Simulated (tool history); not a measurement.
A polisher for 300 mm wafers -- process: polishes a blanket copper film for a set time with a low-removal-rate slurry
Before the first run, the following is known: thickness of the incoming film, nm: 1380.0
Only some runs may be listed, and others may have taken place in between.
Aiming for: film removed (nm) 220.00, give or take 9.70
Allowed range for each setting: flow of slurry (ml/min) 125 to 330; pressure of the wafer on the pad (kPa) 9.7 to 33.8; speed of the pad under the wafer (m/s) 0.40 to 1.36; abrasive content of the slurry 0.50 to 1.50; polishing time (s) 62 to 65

run,day,flow of slurry (ml/min),pressure of the wafer on the pad (kPa),speed of the pad under the wafer (m/s),abrasive content of the slurry,polishing time (s),film removed (nm)
1,0.000,210,21.4,0.88,1.00,62,137.65
2,0.179,210,21.4,0.80,1.00,62,125.64
3,0.425,210,23.4,0.80,1.00,62,134.18
4,0.525,230,23.4,0.80,1.00,62,134.57
5,0.638,230,25.5,0.82,1.00,62,145.67
6,0.712,230,20.7,0.82,1.00,62,126.29
7,1.025,230,22.8,0.84,1.00,62,135.28
8,1.179,230,24.8,0.86,1.00,62,151.84
9,1.496,230,26.2,0.88,1.00,62,158.19
10,1.725,230,32.4,0.96,1.00,62,202.47
11,1.858,230,33.1,0.98,1.00,62,205.64

Next run, 5 choices. One meets every target within its allowed miss, the rest don't. Which?
A,1.992,250,30.3,1.00,1.10,62,?
B,1.992,185,30.3,1.02,0.85,65,?
C,1.992,315,32.4,0.92,0.85,62,?
D,1.992,250,33.1,1.10,0.65,63,?
E,1.992,230,31.7,0.96,0.95,63,?

move,film removed (nm)
A,205.70
B,203.11
C,195.93
D,226.17
E,200.79
A: no better and no worse than the last run
B: moves away from the targets compared with the last run
C: moves away from the targets compared with the last run
D: each result inside its tolerance
E: moves away from the targets compared with the last run
So the answer is move D, the one that meets all the targets.

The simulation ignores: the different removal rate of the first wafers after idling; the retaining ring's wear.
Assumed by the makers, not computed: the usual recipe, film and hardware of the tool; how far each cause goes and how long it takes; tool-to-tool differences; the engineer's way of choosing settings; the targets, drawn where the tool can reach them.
